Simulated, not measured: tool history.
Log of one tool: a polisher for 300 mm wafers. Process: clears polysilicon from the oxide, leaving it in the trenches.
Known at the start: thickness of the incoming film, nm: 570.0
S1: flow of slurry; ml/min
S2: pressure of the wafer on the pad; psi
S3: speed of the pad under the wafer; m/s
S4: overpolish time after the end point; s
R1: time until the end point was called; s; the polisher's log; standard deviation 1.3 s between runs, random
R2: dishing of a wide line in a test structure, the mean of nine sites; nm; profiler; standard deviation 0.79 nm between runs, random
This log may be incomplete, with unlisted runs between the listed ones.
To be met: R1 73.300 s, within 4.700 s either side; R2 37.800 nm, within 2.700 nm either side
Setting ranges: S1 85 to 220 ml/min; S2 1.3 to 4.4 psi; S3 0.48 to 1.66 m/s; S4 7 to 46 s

run    day   S1   S2    S3  S4      R1      R2
  1  0.000  140  2.8  1.06  24  36.921  75.562
  2  0.225  170  2.8  1.06  24  34.917  71.266
  3  0.542  170  2.8  1.30  24  29.204  75.521
  4  0.617  170  2.8  1.42  24  26.820  76.361
  5  0.938  170  2.8  1.42  34  26.774  72.220
  6  1.004  185  2.5  1.10  38  37.367  70.676
  7  1.338  220  1.8  0.80  27  70.274  69.663
  8  1.500  180  1.9  0.86  16  62.518  61.969
  9  1.546  150  1.7  0.88  13  67.798  57.265
 10  1.908  130  1.6  0.92  11  71.091  49.428
 11  2.050  115  1.5  0.98  10  70.266  47.418
 12  2.079  105  1.4  1.00   9  78.852  43.137
 13  2.146  100  1.4  1.08   8  73.662  42.361
 14  2.183   95  1.4  1.12   8  69.704  42.504
 15  2.492   90  1.4  1.12   8  72.285  41.841
 16  2.758   90  1.4  1.14   8  72.109  42.002
 17  3.117   90  1.4  1.16   8  66.972  44.595
 18  3.171  130  2.2  0.86   7  55.908  45.995

Which one of the following 4 next-run settings gets every result inside its allowed miss? There is exactly one.
  A  3.225   85  1.8  0.84   7   ?   ?
  B  3.225  105  2.4  1.04   8   ?   ?
  C  3.225  160  1.9  0.62  21   ?   ?
  D  3.225  120  1.6  0.88  22   ?   ?

move      R1      R2
   A  71.632  37.414
   B  42.671  54.903
   C  82.458  62.305
   D  72.395  65.860
A: meets every target
B: its largest miss is bigger than the last run's
C: takes the biggest miss from the last run beyond its target
D: corrects the largest miss of the last run, while another result sits out of spec
Correct choice: A, which meets every target

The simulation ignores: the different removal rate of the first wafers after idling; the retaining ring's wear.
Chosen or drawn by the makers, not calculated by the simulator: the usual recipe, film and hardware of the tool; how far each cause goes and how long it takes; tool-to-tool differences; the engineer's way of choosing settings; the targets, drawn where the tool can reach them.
